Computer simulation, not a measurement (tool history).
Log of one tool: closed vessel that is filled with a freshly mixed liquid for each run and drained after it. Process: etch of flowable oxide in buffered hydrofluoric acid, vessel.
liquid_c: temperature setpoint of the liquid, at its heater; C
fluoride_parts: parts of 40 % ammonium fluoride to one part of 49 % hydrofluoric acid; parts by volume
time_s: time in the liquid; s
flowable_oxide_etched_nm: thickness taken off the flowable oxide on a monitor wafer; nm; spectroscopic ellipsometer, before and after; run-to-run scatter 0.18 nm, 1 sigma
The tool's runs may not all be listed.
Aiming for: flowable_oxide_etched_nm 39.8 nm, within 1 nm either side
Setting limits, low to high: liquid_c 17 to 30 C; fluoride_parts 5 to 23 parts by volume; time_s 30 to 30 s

run 1 hour=0 | liquid_c=22 fluoride_parts=14 time_s=30 | flowable_oxide_etched_nm=58.231
run 2 hour=1.2 | liquid_c=20.5 fluoride_parts=14.5 time_s=30 | flowable_oxide_etched_nm=51.955
run 3 hour=5.4 | liquid_c=19.5 fluoride_parts=15 time_s=30 | flowable_oxide_etched_nm=47.575
run 4 hour=11.6 | liquid_c=19 fluoride_parts=15 time_s=30 | flowable_oxide_etched_nm=46.094
run 5 hour=18.2 | liquid_c=19 fluoride_parts=11 time_s=30 | flowable_oxide_etched_nm=62.066
run 6 hour=24 | liquid_c=22.5 fluoride_parts=11 time_s=30 | flowable_oxide_etched_nm=75.523
run 7 hour=28.9 | liquid_c=21 fluoride_parts=12 time_s=30 | flowable_oxide_etched_nm=64.431
run 8 hour=34.3 | liquid_c=20 fluoride_parts=13 time_s=30 | flowable_oxide_etched_nm=56.434
run 9 hour=38.1 | liquid_c=19 fluoride_parts=13.5 time_s=30 | flowable_oxide_etched_nm=51.324
run 10 hour=42.8 | liquid_c=18.5 fluoride_parts=14 time_s=30 | flowable_oxide_etched_nm=47.841
run 11 hour=47.8 | liquid_c=18 fluoride_parts=14.5 time_s=30 | flowable_oxide_etched_nm=45.298
run 12 hour=51.1 | liquid_c=17 fluoride_parts=16 time_s=30 | flowable_oxide_etched_nm=38.556

4 next moves are on the table. One of them brings every result within its allowed miss. Which?
run A hour=54.4 | liquid_c=19.5 fluoride_parts=19 time_s=30 | flowable_oxide_etched_nm=?
run B hour=54.4 | liquid_c=17 fluoride_parts=16.5 time_s=30 | flowable_oxide_etched_nm=?
run C hour=54.4 | liquid_c=17 fluoride_parts=15.5 time_s=30 | flowable_oxide_etched_nm=?
run D hour=54.4 | liquid_c=17 fluoride_parts=17 time_s=30 | flowable_oxide_etched_nm=?

move=A flowable_oxide_etched_nm=37.717
move=B flowable_oxide_etched_nm=37.618
move=C flowable_oxide_etched_nm=40.009
move=D flowable_oxide_etched_nm=36.526
A: misses by more than the last run did
B: misses by more than the last run did
C: hits every target within its allowed miss
D: misses by more than the last run did
The move that meets every target is C.
